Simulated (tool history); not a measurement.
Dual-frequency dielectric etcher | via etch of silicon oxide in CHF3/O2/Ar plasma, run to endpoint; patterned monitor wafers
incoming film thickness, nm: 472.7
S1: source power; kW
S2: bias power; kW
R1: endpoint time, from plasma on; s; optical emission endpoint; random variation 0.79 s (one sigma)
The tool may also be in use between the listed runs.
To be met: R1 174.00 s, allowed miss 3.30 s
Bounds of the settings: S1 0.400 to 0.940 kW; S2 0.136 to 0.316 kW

run,hour,S1,S2,R1
1,0.0,0.670,0.226,194.02
2,1.6,0.580,0.226,200.90
3,8.6,0.660,0.226,193.51
4,15.7,0.660,0.240,190.02
5,18.5,0.690,0.242,188.10
6,24.5,0.690,0.216,194.10
7,33.1,0.720,0.219,191.73
8,37.4,0.750,0.223,188.28
9,38.6,0.780,0.226,186.48

4 next moves are on the table. One of them brings every result within its allowed miss. Which?
A,39.8,0.890,0.267,?
B,39.8,0.900,0.237,?
C,39.8,0.690,0.189,?
D,39.8,0.790,0.189,?

move,R1
A,168.19
B,175.33
C,206.72
D,198.49
A: takes the result that was furthest off past its target
B: meets every target
C: further off than the last run
D: further off than the last run
The right move is B.
